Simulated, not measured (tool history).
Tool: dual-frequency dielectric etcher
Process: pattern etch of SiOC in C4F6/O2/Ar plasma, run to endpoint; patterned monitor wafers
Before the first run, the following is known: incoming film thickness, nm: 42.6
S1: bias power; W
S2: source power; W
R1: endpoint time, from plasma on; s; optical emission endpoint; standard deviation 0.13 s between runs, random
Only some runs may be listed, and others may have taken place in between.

run 1 hour=0.0 | S1=327 S2=470 | R1=16.395
run 2 hour=1.3 | S1=327 S2=410 | R1=17.225
run 3 hour=2.3 | S1=327 S2=440 | R1=16.613
run 4 hour=6.5 | S1=316 S2=430 | R1=17.193
run 5 hour=8.8 | S1=360 S2=430 | R1=16.458
run 6 hour=17.5 | S1=348 S2=420 | R1=16.496
-- hour=18.8 bias power generator calibrated
run 7 hour=18.8 | S1=335 S2=420 | R1=16.888

Estimate the outcome of run 8 from the log above:
run 8 hour=23.6 | S1=324 S2=410 | R1=?

Run 8 produced R1 17.237 s.
